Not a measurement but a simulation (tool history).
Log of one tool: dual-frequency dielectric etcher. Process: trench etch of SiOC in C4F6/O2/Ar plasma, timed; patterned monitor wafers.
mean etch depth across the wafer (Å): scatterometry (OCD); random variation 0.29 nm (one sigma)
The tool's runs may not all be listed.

| run | hour | source power (kW) | bias power (kW) | etch time (s) | mean etch depth across the wafer (Å) |
|---|---|---|---|---|---|
| 1 | 0.0 | 0.380 | 0.226 | 16 | 373.85 |
| 2 | 5.2 | 0.380 | 0.226 | 17 | 396.80 |
| 3 | 10.1 | 0.380 | 0.226 | 16 | 371.65 |
| 4 | 17.7 | 0.400 | 0.229 | 16 | 379.97 |
| 5 | 26.4 | 0.400 | 0.213 | 16 | 372.49 |
| 6 | 33.4 | 0.450 | 0.213 | 16 | 390.07 |
| 7 | 35.6 | 0.460 | 0.216 | 16 | 389.71 |

Run 8 comes next. What will it give?
| 8 | 41.4 | 0.470 | 0.222 | 16 | ? |

mean etch depth across the wafer (Å): 400.19

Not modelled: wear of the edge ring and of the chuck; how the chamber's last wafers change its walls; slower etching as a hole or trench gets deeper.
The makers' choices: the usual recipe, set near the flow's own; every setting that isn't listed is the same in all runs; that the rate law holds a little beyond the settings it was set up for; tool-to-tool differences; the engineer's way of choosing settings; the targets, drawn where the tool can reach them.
